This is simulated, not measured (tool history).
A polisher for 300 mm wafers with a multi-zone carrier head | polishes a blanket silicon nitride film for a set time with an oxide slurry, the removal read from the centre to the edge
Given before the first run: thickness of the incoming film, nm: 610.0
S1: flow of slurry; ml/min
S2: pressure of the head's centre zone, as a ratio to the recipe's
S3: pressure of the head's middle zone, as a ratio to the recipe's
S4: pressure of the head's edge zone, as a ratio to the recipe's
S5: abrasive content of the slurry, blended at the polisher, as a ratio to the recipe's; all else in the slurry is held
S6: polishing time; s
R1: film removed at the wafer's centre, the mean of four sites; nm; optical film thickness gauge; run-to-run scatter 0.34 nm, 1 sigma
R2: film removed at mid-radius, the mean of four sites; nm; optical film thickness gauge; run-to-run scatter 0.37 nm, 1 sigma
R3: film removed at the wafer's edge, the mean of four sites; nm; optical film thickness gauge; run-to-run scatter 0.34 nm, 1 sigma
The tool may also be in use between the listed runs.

run  hour   S1    S2    S3    S4    S5  S6      R1      R2      R3
  1   0.0  190  1.00  1.00  1.00  1.00  38  33.917  33.832  33.793
  2   6.5  190  0.99  0.99  1.02  1.05  39  35.564  34.692  35.934
  3  12.6  190  0.98  0.99  1.04  1.10  40  36.512  36.453  38.035
  4  13.5  190  0.97  0.99  1.05  1.15  41  38.121  38.501  39.686
  5  17.2  190  0.97  1.03  1.05  1.15  41  37.769  39.608  39.776
  6  19.1  190  0.96  1.02  1.06  1.20  42  39.353  40.924  41.975

What will run 7 give?
  7  25.0  190  0.95  1.01  1.07  1.25  42   ?   ?   ?

Run 7 gave R1 39.032 nm, R2 41.787 nm, R3 43.109 nm.
